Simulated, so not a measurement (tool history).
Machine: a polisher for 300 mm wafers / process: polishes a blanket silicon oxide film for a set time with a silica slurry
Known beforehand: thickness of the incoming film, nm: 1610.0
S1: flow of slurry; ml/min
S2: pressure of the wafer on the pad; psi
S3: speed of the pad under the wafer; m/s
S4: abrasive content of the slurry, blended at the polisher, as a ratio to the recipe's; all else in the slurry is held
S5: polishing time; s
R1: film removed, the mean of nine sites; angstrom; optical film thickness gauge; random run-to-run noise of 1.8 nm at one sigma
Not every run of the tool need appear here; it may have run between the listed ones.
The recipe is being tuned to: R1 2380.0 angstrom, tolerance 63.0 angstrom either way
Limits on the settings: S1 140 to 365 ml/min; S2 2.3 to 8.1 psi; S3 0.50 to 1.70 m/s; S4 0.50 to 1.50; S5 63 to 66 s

Run 1, hour 0.0: S1 235 ml/min, S2 5.2 psi, S3 1.10 m/s, S4 1.00, S5 63 s. Result: R1 3011.4 angstrom.
Run 2, hour 8.6: S1 235 ml/min, S2 6.4 psi, S3 1.10 m/s, S4 1.00, S5 63 s. Result: R1 3747.1 angstrom.
Run 3, hour 13.9: S1 235 ml/min, S2 6.4 psi, S3 1.26 m/s, S4 1.00, S5 63 s. Result: R1 4092.6 angstrom.
Run 4, hour 16.3: S1 235 ml/min, S2 6.4 psi, S3 1.52 m/s, S4 1.00, S5 63 s. Result: R1 4770.2 angstrom.
Run 5, hour 18.8: S1 235 ml/min, S2 6.4 psi, S3 1.66 m/s, S4 1.00, S5 63 s. Result: R1 5110.0 angstrom.
Run 6, hour 22.3: S1 260 ml/min, S2 6.4 psi, S3 1.66 m/s, S4 1.00, S5 63 s. Result: R1 5305.6 angstrom.
Run 7, hour 30.8: S1 195 ml/min, S2 5.0 psi, S3 1.64 m/s, S4 1.00, S5 63 s. Result: R1 3935.1 angstrom.
Run 8, hour 39.0: S1 195 ml/min, S2 4.3 psi, S3 1.62 m/s, S4 1.00, S5 63 s. Result: R1 3370.0 angstrom.
Run 9, hour 42.6: S1 195 ml/min, S2 3.9 psi, S3 1.62 m/s, S4 1.00, S5 63 s. Result: R1 3069.7 angstrom.
Run 10, hour 48.4: S1 185 ml/min, S2 2.5 psi, S3 1.62 m/s, S4 1.00, S5 63 s. Result: R1 1986.9 angstrom.
Run 11, hour 55.1: S1 185 ml/min, S2 2.7 psi, S3 1.62 m/s, S4 1.00, S5 63 s. Result: R1 2139.6 angstrom.
Run 12, hour 56.5: S1 185 ml/min, S2 2.8 psi, S3 1.62 m/s, S4 1.00, S5 63 s. Result: R1 2216.1 angstrom.
Run 13, hour 61.3: S1 205 ml/min, S2 3.2 psi, S3 1.62 m/s, S4 1.00, S5 63 s. Result: R1 2539.0 angstrom.
Run 14, hour 64.5: S1 205 ml/min, S2 3.2 psi, S3 1.62 m/s, S4 1.00, S5 63 s. Result: R1 2549.5 angstrom.
Run 15, hour 65.1: S1 195 ml/min, S2 3.2 psi, S3 1.62 m/s, S4 1.00, S5 63 s. Result: R1 2552.4 angstrom.
Run 16, hour 68.3: S1 190 ml/min, S2 3.1 psi, S3 1.62 m/s, S4 1.00, S5 63 s. Result: R1 2493.2 angstrom.

Exercise: of the 5 proposed moves below, exactly one satisfies all targets within the stated allowed misses. Which move is it?
Run A, hour 71.5: S1 180 ml/min, S2 3.6 psi, S3 1.58 m/s, S4 1.00, S5 63 s. Result: R1 ?.
Run B, hour 71.5: S1 205 ml/min, S2 3.0 psi, S3 1.60 m/s, S4 1.10, S5 65 s. Result: R1 ?.
Run C, hour 71.5: S1 140 ml/min, S2 3.3 psi, S3 1.54 m/s, S4 1.05, S5 63 s. Result: R1 ?.
Run D, hour 71.5: S1 175 ml/min, S2 2.9 psi, S3 1.62 m/s, S4 1.00, S5 63 s. Result: R1 ?.
Run E, hour 71.5: S1 245 ml/min, S2 3.0 psi, S3 1.64 m/s, S4 1.10, S5 64 s. Result: R1 ?.

move      R1
   A  2755.7
   B  2563.1
   C  2415.7
   D  2277.2
   E  2634.5
A: the biggest miss grows against the last run
B: the biggest miss grows against the last run
C: every result lands within tolerance
D: moves the result that the last run missed by most past its target, out the other side
E: the biggest miss grows against the last run
C meets every target.
